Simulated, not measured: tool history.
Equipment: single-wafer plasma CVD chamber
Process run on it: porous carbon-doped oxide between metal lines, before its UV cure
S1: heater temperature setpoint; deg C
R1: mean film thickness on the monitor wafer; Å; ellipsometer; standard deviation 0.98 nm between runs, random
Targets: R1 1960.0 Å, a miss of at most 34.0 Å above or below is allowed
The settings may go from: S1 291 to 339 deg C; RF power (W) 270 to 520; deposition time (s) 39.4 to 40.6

run 1 hour=0.0 | S1=315 RF_power_(W)=395 deposition_time_(s)=39.4 | R1=1580.1
run 2 hour=6.8 | S1=310 RF_power_(W)=410 deposition_time_(s)=39.5 | R1=1697.5
run 3 hour=15.4 | S1=310 RF_power_(W)=410 deposition_time_(s)=40.6 | R1=1742.9
run 4 hour=17.0 | S1=310 RF_power_(W)=410 deposition_time_(s)=39.4 | R1=1678.6
run 5 hour=21.2 | S1=306 RF_power_(W)=420 deposition_time_(s)=39.4 | R1=1733.1
run 6 hour=24.4 | S1=306 RF_power_(W)=455 deposition_time_(s)=39.4 | R1=1878.4
run 7 hour=29.1 | S1=304 RF_power_(W)=455 deposition_time_(s)=39.4 | R1=1904.0
run 8 hour=37.0 | S1=303 RF_power_(W)=455 deposition_time_(s)=39.4 | R1=1896.9

Exercise: of the 5 proposed moves below, exactly one satisfies all targets within the stated allowed misses. Which move is it?
run A hour=44.9 | S1=306 RF_power_(W)=440 deposition_time_(s)=39.4 | R1=?
run B hour=44.9 | S1=305 RF_power_(W)=455 deposition_time_(s)=40.6 | R1=?
run C hour=44.9 | S1=301 RF_power_(W)=420 deposition_time_(s)=40.6 | R1=?
run D hour=44.9 | S1=302 RF_power_(W)=495 deposition_time_(s)=39.9 | R1=?
run E hour=44.9 | S1=301 RF_power_(W)=430 deposition_time_(s)=40.4 | R1=?

move=A R1=1830.4
move=B R1=1947.9
move=C R1=1851.0
move=D R1=2077.4
move=E R1=1882.8
A: the biggest miss grows against the last run
B: in spec on every target
C: the biggest miss grows against the last run
D: takes the biggest miss from the last run beyond its target
E: the biggest miss grows against the last run
B is the move that brings every result within its allowed miss.

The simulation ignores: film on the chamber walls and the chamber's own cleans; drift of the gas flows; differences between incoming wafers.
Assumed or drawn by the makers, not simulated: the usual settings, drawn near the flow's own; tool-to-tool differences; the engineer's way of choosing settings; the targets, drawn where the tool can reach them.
